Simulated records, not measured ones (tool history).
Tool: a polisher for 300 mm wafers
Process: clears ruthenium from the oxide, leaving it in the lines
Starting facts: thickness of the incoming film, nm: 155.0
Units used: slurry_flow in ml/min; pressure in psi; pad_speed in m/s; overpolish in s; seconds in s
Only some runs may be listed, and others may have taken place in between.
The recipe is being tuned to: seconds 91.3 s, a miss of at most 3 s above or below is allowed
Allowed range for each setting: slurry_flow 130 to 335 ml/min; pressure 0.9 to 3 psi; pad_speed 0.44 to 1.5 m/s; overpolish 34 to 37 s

run 1 hour=0 | slurry_flow=215 pressure=1.9 pad_speed=0.96 overpolish=34 | seconds=141.66
run 2 hour=4.1 | slurry_flow=215 pressure=1.4 pad_speed=0.96 overpolish=34 | seconds=193.23
run 3 hour=7.9 | slurry_flow=220 pressure=1.8 pad_speed=0.96 overpolish=34 | seconds=149.26
run 4 hour=16.3 | slurry_flow=230 pressure=2 pad_speed=0.96 overpolish=34 | seconds=136.2
run 5 hour=19.4 | slurry_flow=230 pressure=2.2 pad_speed=0.96 overpolish=34 | seconds=121.83
run 6 hour=25.4 | slurry_flow=230 pressure=2.4 pad_speed=0.96 overpolish=34 | seconds=111.04
-- hour=28.5 slurry nozzle cleaned
run 7 hour=28.5 | slurry_flow=230 pressure=2.5 pad_speed=0.96 overpolish=34 | seconds=99.319
run 8 hour=29.6 | slurry_flow=230 pressure=2.6 pad_speed=0.96 overpolish=34 | seconds=96.443
run 9 hour=34.8 | slurry_flow=230 pressure=2.6 pad_speed=0.96 overpolish=34 | seconds=97.124

Exercise: of the 5 proposed moves below, exactly one satisfies all targets within the stated allowed misses. Which move is it?
run A hour=40 | slurry_flow=240 pressure=2.5 pad_speed=1.06 overpolish=34 | seconds=?
run B hour=40 | slurry_flow=230 pressure=2.6 pad_speed=0.94 overpolish=35 | seconds=?
run C hour=40 | slurry_flow=225 pressure=2.4 pad_speed=0.9 overpolish=34 | seconds=?
run D hour=40 | slurry_flow=225 pressure=2.3 pad_speed=1.02 overpolish=34 | seconds=?
run E hour=40 | slurry_flow=245 pressure=2.2 pad_speed=1.04 overpolish=34 | seconds=?

move=A seconds=90.574
move=B seconds=98.466
move=C seconds=111.37
move=D seconds=102.82
move=E seconds=104.27
A: hits every target within its allowed miss
B: misses by more than the last run did
C: misses by more than the last run did
D: misses by more than the last run did
E: misses by more than the last run did
Go with A: it meets all targets.

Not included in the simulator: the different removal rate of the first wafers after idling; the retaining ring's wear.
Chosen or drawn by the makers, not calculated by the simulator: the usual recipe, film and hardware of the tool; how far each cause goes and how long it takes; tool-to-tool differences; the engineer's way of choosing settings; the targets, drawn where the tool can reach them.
